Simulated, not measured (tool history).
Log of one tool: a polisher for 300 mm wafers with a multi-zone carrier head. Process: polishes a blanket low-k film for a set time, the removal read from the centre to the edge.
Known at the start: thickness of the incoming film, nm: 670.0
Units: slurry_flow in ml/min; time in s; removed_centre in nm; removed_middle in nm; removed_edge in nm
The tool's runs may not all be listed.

| run | day | slurry_flow | centre_zone | middle_zone | edge_zone | slurry_solids | time | removed_centre | removed_middle | removed_edge |
|---|---|---|---|---|---|---|---|---|---|---|
| 1 | 0.000 | 165 | 1.00 | 1.00 | 1.00 | 1.00 | 40 | 8.5634 | 8.5380 | 8.6166 |
| 2 | 0.283 | 165 | 1.01 | 1.02 | 0.95 | 0.90 | 40 | 7.9258 | 8.0021 | 7.5023 |
| 3 | 0.504 | 165 | 0.97 | 1.02 | 0.95 | 0.90 | 40 | 7.8120 | 8.0160 | 7.6355 |
| 4 | 0.654 | 145 | 0.97 | 1.02 | 0.95 | 0.90 | 40 | 7.4047 | 7.6349 | 7.6265 |
| 5 | 0.971 | 145 | 0.98 | 1.03 | 0.92 | 0.90 | 40 | 7.5883 | 7.8299 | 7.4803 |
| 6 | 1.279 | 145 | 1.05 | 1.03 | 0.92 | 0.90 | 40 | 8.1481 | 7.9220 | 7.6176 |
| 7 | 1.412 | 150 | 1.04 | 1.04 | 0.90 | 0.85 | 40 | 7.6466 | 7.8100 | 7.0904 |

Run 8 comes next. What will it give?
| 8 | 1.596 | 135 | 1.05 | 1.03 | 0.81 | 0.85 | 40 | ? | ? | ? |

{"run 8": {"removed_centre": 7.5176, "removed_middle": 7.5113, "removed_edge": 6.6933}}
